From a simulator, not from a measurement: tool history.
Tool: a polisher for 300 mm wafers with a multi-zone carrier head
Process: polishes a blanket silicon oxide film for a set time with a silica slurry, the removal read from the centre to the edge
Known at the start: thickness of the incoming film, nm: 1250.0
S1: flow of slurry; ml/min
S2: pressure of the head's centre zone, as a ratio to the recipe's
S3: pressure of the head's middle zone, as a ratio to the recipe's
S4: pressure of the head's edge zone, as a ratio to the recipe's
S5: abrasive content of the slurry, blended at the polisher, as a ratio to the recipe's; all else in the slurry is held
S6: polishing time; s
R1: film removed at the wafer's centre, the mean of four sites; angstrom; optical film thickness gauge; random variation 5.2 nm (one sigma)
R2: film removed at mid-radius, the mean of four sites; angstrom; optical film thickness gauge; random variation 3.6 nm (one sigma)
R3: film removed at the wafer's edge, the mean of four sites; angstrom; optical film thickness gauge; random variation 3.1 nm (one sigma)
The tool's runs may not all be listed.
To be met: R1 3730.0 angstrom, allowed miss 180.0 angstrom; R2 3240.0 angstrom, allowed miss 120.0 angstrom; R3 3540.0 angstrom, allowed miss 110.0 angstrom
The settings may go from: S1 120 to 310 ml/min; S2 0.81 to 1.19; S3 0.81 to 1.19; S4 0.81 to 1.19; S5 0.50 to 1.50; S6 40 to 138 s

run  hour   S1    S2    S3    S4    S5  S6      R1      R2      R3
  1   0.0  200  1.00  1.00  1.00  1.00  88  3852.5  3826.7  3854.4
  2   0.7  200  1.00  1.00  1.00  0.90  88  3716.9  3727.5  3656.9
  3   2.6  200  0.95  1.00  1.00  0.90  88  3500.9  3724.4  3650.1
  4   6.5  200  0.95  1.05  1.00  0.90  88  3406.3  3850.6  3662.4
  5   7.9  195  0.96  1.03  1.00  0.90  88  3510.5  3744.9  3660.2
  6  11.3  195  0.88  1.03  1.00  0.90  88  3268.3  3744.7  3652.3
  7  18.1  180  0.98  0.93  0.94  0.90  88  3554.4  3453.8  3566.8
  8  26.0  180  0.99  0.92  0.94  0.90  88  3721.0  3443.1  3538.0
  9  34.9  180  0.99  0.92  0.94  0.90  88  3651.8  3448.7  3587.2
 10  38.9  180  0.99  0.91  0.94  0.90  88  3545.1  3397.4  3536.6
 11  41.4  180  0.99  0.91  0.94  0.90  88  3700.6  3436.0  3541.4
 12  42.4  175  0.99  0.90  0.94  0.90  88  3639.7  3411.0  3536.4

Which of these 5 next moves meets every target?
  A  43.4  130  1.04  0.85  0.91  1.10   86   ?   ?   ?
  B  43.4  230  0.99  0.90  0.85  0.75  101   ?   ?   ?
  C  43.4  170  1.05  1.06  1.07  0.95   81   ?   ?   ?
  D  43.4  190  0.91  0.96  0.91  1.00   85   ?   ?   ?
  E  43.4  140  0.96  0.97  0.85  0.70  105   ?   ?   ?

move      R1      R2      R3
   A  3710.0  3201.4  3522.8
   B  3927.3  3665.2  3676.1
   C  3509.1  3474.0  3493.0
   D  3303.8  3520.1  3499.9
   E  3568.0  3648.3  3534.7
A: meets every target
B: further off than the last run
C: further off than the last run
D: further off than the last run
E: further off than the last run
Move A is the one to make.
